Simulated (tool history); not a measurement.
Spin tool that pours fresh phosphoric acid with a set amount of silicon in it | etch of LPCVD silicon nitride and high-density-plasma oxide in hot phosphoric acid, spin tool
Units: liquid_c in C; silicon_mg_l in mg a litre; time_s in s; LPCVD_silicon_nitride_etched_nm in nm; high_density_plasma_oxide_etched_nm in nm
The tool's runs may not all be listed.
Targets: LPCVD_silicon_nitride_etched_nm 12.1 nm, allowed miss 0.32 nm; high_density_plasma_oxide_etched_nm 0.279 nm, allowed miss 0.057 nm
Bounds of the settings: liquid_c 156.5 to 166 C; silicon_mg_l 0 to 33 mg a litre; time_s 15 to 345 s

run	hour	liquid_c	silicon_mg_l	time_s	LPCVD_silicon_nitride_etched_nm	high_density_plasma_oxide_etched_nm
1	0	161	14.5	175	17.433	0.42361
2	7.4	160.5	14	165	15.885	0.39197
3	13.1	160	14	160	15.34	0.35519
4	21.6	158.5	14	160	14.531	0.28579
5	22.4	160.5	14	160	15.67	0.34929
6	23.1	160.5	14	195	19.06	0.45369
7	26.7	160	12.5	185	17.864	0.41949
8	29.1	160	12	175	16.731	0.37465
9	31.4	160	12	165	15.753	0.36487
10	33	160	12	165	15.582	0.3323
11	34.1	160	13	155	14.856	0.34737
12	40.4	159.5	11.5	150	14.051	0.31852
13	41.6	159.5	11.5	150	14.169	0.36993
14	46.4	159	11.5	145	13.498	0.30199
15	47.1	158.5	10	145	13.225	0.32534

4 next moves are on the table. One of them brings every result within its allowed miss. Which?
A	47.8	157.5	7	130	?	?
B	47.8	159.5	13	130	?	?
C	47.8	159	2.5	140	?	?
D	47.8	158.5	13	140	?	?

move	LPCVD_silicon_nitride_etched_nm	high_density_plasma_oxide_etched_nm
A	11.397	0.26933
B	12.194	0.27359
C	12.913	0.35486
D	12.697	0.2735
A: takes the result that was furthest off past its target
B: meets every target
C: nearer than the last run, and not there yet
D: nearer than the last run, and not there yet
The right move is B.

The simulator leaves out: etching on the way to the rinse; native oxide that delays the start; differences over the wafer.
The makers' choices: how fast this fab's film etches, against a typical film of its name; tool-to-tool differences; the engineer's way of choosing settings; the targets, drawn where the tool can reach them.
